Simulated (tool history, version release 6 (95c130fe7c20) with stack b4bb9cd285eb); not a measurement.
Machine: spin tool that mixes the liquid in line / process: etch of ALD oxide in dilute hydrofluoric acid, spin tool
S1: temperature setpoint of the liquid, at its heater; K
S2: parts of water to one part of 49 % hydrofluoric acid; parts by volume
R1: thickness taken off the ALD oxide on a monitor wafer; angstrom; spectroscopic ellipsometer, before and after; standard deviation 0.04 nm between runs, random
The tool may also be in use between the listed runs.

Run 1, hour 0: S1 298.15 K, S2 165 parts by volume, time under the liquid (s) 15. Result: R1 26.299 angstrom.
Run 2, hour 1.7: S1 298.15 K, S2 215 parts by volume, time under the liquid (s) 15. Result: R1 19.123 angstrom.
Run 3, hour 5.9: S1 299.15 K, S2 190 parts by volume, time under the liquid (s) 15. Result: R1 23.158 angstrom.
Run 4, hour 8.2: S1 300.15 K, S2 170 parts by volume, time under the liquid (s) 15. Result: R1 26.857 angstrom.
Run 5, hour 12.9: S1 301.15 K, S2 150 parts by volume, time under the liquid (s) 15. Result: R1 32.677 angstrom.
Run 6, hour 13.4: S1 304.65 K, S2 150 parts by volume, time under the liquid (s) 15. Result: R1 36.704 angstrom.

What will run 7 give?
Run 7, hour 21.6: S1 304.65 K, S2 140 parts by volume, time under the liquid (s) 15. Result: R1 ?.

Run 7 yielded R1 40.223 angstrom.
